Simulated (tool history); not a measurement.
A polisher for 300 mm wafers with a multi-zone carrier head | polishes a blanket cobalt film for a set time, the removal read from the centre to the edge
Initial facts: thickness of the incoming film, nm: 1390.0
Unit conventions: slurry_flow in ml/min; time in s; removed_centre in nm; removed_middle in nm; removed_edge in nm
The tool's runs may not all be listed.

| run | hour | slurry_flow | centre_zone | middle_zone | edge_zone | time | removed_centre | removed_middle | removed_edge |
|---|---|---|---|---|---|---|---|---|---|
| 1 | 0.0 | 150 | 1.00 | 1.00 | 1.00 | 48 | 290.96 | 287.57 | 295.48 |
| 2 | 2.1 | 150 | 0.96 | 1.00 | 1.00 | 48 | 281.29 | 286.80 | 292.57 |
| 3 | 6.4 | 140 | 0.92 | 0.97 | 0.97 | 47 | 258.85 | 279.86 | 279.64 |
| 4 | 11.6 | 135 | 0.92 | 0.94 | 0.96 | 45 | 249.39 | 256.92 | 268.80 |
| 5 | 18.4 | 145 | 0.92 | 0.94 | 0.96 | 45 | 247.54 | 254.64 | 275.88 |
| 6 | 25.4 | 145 | 0.92 | 0.94 | 0.96 | 54 | 298.90 | 311.43 | 327.02 |
| 7 | 33.7 | 115 | 0.87 | 0.90 | 0.86 | 40 | 206.98 | 217.49 | 222.90 |

Run 8, settings as shown, results not yet in. Your forecast:
| 8 | 42.4 | 125 | 0.87 | 0.90 | 0.87 | 40 | ? | ? | ? |

For run 8 the tool returned removed_centre 205.65 nm, removed_middle 217.59 nm, removed_edge 230.64 nm.
